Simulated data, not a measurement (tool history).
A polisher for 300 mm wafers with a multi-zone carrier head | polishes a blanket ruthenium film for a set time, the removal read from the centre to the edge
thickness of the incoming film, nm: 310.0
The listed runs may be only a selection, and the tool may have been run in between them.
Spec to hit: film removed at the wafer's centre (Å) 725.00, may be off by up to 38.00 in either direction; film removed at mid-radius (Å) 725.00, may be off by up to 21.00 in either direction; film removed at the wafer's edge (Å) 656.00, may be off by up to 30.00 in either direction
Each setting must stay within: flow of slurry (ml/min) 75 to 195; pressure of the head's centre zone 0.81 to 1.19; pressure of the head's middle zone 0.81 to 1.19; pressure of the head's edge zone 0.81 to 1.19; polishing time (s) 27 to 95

run	hour	flow of slurry (ml/min)	pressure of the head's centre zone	pressure of the head's middle zone	pressure of the head's edge zone	polishing time (s)	film removed at the wafer's centre (Å)	film removed at mid-radius (Å)	film removed at the wafer's edge (Å)
1	0.0	125	1.00	1.00	1.00	61	1016.30	1011.10	968.27
2	1.3	125	1.00	1.00	0.93	61	990.25	1008.70	920.23
3	8.4	125	1.00	0.99	0.92	59	982.53	964.14	905.64
4	16.4	125	1.00	0.93	0.92	59	962.80	922.25	890.46
5	22.9	125	1.00	0.93	0.97	59	989.65	913.11	912.99
6	26.0	125	1.00	0.89	0.97	59	969.66	889.55	916.29
7	33.1	105	0.95	0.98	0.87	42	621.31	636.42	595.81
8	35.1	110	0.95	0.98	0.87	42	644.09	662.60	612.41
# hour 39.4: edge zone pressure recalibrated
9	39.4	115	0.95	0.98	0.87	42	639.79	663.34	644.47
10	45.3	115	0.96	0.99	0.87	42	649.64	679.94	628.80
11	49.5	150	1.01	0.99	0.89	43	747.86	720.49	701.41
12	52.9	150	1.01	1.00	0.88	43	763.51	724.02	705.09
13	58.6	150	1.01	1.01	0.87	43	736.85	747.89	681.43

Which of these 5 next moves meets every target?
A	64.3	150	1.02	0.98	0.88	46	?	?	?
B	64.3	145	1.02	0.95	0.82	49	?	?	?
C	64.3	145	1.14	1.00	0.95	40	?	?	?
D	64.3	85	1.14	1.12	0.81	48	?	?	?
E	64.3	145	0.98	1.01	0.82	42	?	?	?

move	film removed at the wafer's centre (Å)	film removed at mid-radius (Å)	film removed at the wafer's edge (Å)
A	824.11	775.90	746.99
B	870.85	800.85	767.46
C	795.42	680.46	669.42
D	803.19	770.20	673.09
E	717.24	720.94	657.33
A: lands further from the targets than the last run did
B: lands further from the targets than the last run did
C: takes the biggest miss from the last run beyond its target
D: lands further from the targets than the last run did
E: hits every target within its allowed miss
Answer: E
